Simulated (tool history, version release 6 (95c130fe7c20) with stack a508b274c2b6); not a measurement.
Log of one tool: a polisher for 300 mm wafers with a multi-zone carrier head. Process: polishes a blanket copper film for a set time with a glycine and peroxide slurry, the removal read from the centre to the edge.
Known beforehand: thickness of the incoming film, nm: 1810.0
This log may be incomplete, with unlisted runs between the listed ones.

| run | hour | flow of slurry (ml/min) | pressure of the head's centre zone | pressure of the head's middle zone | pressure of the head's edge zone | polishing time (s) | film removed at the wafer's centre (Å) | film removed at mid-radius (Å) | film removed at the wafer's edge (Å) |
|---|---|---|---|---|---|---|---|---|---|
| 1 | 0.0 | 315 | 1.00 | 1.00 | 1.00 | 75 | 3286.4 | 3218.0 | 3214.4 |
| 2 | 5.1 | 315 | 1.05 | 1.00 | 1.00 | 75 | 3436.3 | 3276.6 | 3311.0 |
| 3 | 7.8 | 315 | 1.05 | 1.00 | 1.00 | 84 | 3868.7 | 3563.6 | 3646.3 |
| 4 | 12.0 | 360 | 1.05 | 1.00 | 1.00 | 84 | 3878.9 | 3712.3 | 3541.4 |
| 5 | 12.9 | 360 | 1.02 | 0.97 | 0.98 | 75 | 3418.6 | 3142.5 | 3251.1 |
| 6 | 18.3 | 360 | 0.95 | 0.97 | 0.98 | 75 | 3125.9 | 3198.3 | 3283.8 |
| 7 | 24.8 | 370 | 0.95 | 0.97 | 0.97 | 67 | 2813.1 | 2791.6 | 2821.9 |
| 8 | 29.3 | 375 | 0.93 | 0.96 | 0.95 | 62 | 2534.4 | 2567.2 | 2719.6 |
| 9 | 33.6 | 385 | 0.94 | 0.97 | 0.94 | 57 | 2373.5 | 2401.9 | 2444.4 |
| 10 | 40.7 | 390 | 0.94 | 0.96 | 0.93 | 54 | 2247.4 | 2248.1 | 2298.7 |
| 11 | 43.6 | 390 | 0.94 | 0.95 | 0.91 | 52 | 2171.7 | 2167.2 | 2195.4 |
| 12 | 51.6 | 390 | 0.93 | 0.94 | 0.90 | 51 | 2087.8 | 2108.5 | 2136.3 |

Run 13, settings as shown, results not yet in. Your forecast:
| 13 | 58.3 | 385 | 0.93 | 0.92 | 0.89 | 51 | ? | ? | ? |

{"run 13": {"film removed at the wafer's centre (Å)": 2111.9, "film removed at mid-radius (Å)": 2073.6, "film removed at the wafer's edge (Å)": 2108.1}}
